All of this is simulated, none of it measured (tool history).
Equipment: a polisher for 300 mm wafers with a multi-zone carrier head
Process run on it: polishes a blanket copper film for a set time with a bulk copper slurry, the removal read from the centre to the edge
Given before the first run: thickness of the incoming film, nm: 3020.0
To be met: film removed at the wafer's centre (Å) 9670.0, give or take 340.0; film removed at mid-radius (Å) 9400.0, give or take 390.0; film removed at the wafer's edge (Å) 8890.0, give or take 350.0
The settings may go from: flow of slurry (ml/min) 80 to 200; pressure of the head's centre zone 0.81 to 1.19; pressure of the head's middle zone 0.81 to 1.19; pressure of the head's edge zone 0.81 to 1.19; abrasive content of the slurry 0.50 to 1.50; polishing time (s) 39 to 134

| run | hour | flow of slurry (ml/min) | pressure of the head's centre zone | pressure of the head's middle zone | pressure of the head's edge zone | abrasive content of the slurry | polishing time (s) | film removed at the wafer's centre (Å) | film removed at mid-radius (Å) | film removed at the wafer's edge (Å) |
|---|---|---|---|---|---|---|---|---|---|---|
| 1 | 0.0 | 130 | 1.00 | 1.00 | 1.00 | 1.00 | 86 | 5764.0 | 6319.9 | 6553.3 |
| 2 | 2.1 | 130 | 1.00 | 1.00 | 1.00 | 0.85 | 86 | 5638.8 | 6168.4 | 6276.7 |
| 3 | 11.1 | 100 | 1.00 | 1.00 | 1.00 | 0.85 | 86 | 5400.0 | 5853.6 | 6114.0 |
| 4 | 12.2 | 100 | 1.00 | 1.00 | 1.00 | 0.95 | 86 | 5411.2 | 6011.7 | 6286.9 |
| 5 | 12.8 | 125 | 1.06 | 1.02 | 0.99 | 1.10 | 91 | 6541.1 | 6691.7 | 6950.6 |
|  | 14.7 | centre zone pressure recalibrated |
| 6 | 14.7 | 125 | 1.06 | 1.02 | 0.99 | 0.95 | 91 | 6920.0 | 6571.1 | 6911.6 |
| 7 | 20.7 | 140 | 1.08 | 1.08 | 1.00 | 1.05 | 94 | 7718.1 | 7486.2 | 7156.2 |
| 8 | 26.7 | 150 | 1.09 | 1.09 | 1.03 | 1.20 | 96 | 8036.7 | 8091.7 | 7728.6 |
| 9 | 32.3 | 160 | 1.11 | 1.10 | 1.05 | 1.25 | 97 | 8532.8 | 8155.5 | 7901.2 |
| 10 | 35.7 | 165 | 1.12 | 1.12 | 1.07 | 1.35 | 99 | 9059.2 | 8574.6 | 8384.6 |
| 11 | 36.6 | 170 | 1.12 | 1.14 | 1.08 | 1.40 | 99 | 9008.8 | 8929.1 | 8314.8 |
| 12 | 42.1 | 175 | 1.12 | 1.14 | 1.09 | 1.45 | 100 | 9210.8 | 8887.7 | 8710.5 |
| 13 | 46.2 | 180 | 1.12 | 1.15 | 1.09 | 1.45 | 100 | 9315.5 | 9147.8 | 8552.3 |

Pick the move, out of 5, that brings all results within their allowed miss; only one does.
| A | 50.3 | 195 | 1.17 | 1.18 | 1.03 | 1.40 | 98 | ? | ? | ? |
| B | 50.3 | 200 | 1.14 | 1.12 | 0.96 | 1.30 | 100 | ? | ? | ? |
| C | 50.3 | 185 | 1.02 | 1.19 | 0.94 | 1.50 | 100 | ? | ? | ? |
| D | 50.3 | 200 | 1.16 | 1.19 | 1.16 | 1.50 | 98 | ? | ? | ? |
| E | 50.3 | 200 | 1.08 | 1.17 | 1.10 | 1.30 | 98 | ? | ? | ? |

| move | film removed at the wafer's centre (Å) | film removed at mid-radius (Å) | film removed at the wafer's edge (Å) |
|---|---|---|---|
| A | 9614.7 | 9102.8 | 8250.5 |
| B | 9465.7 | 8793.1 | 8056.1 |
| C | 8610.0 | 9420.2 | 8118.8 |
| D | 9689.6 | 9314.1 | 8890.9 |
| E | 8796.5 | 8948.5 | 8433.5 |
A: puts the biggest miss on target and leaves a different result outside tolerance
B: puts the biggest miss on target and leaves a different result outside tolerance
C: further off than the last run
D: in spec on every target
E: further off than the last run
D is the move that brings every result within its allowed miss.
